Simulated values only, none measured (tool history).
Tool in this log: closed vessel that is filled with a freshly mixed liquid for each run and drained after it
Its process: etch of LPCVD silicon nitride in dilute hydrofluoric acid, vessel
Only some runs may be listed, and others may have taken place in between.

run,hour,temperature setpoint of the liquid (C),parts of water to one part of 49 % hydrofluoric acid (parts by volume),time in the liquid (s),thickness taken off the LPCVD silicon nitride on a monitor wafer (nm)
1,0,25,140,705,2.5762
2,4.3,26,135,705,2.8388
3,7.4,26,135,705,2.8328
4,12.5,27,130,705,3.1324
5,14.8,27,130,705,3.1402
6,17.7,27,100,705,4.0592
7,25,27.5,100,705,4.216
8,32.8,28,100,705,4.3375
9,35,28.5,100,705,4.4932

Run 10 comes next. What will it give?
10,37.4,29,100,705,?

Logged for run 10: thickness taken off the LPCVD silicon nitride on a monitor wafer (nm) 4.6185.
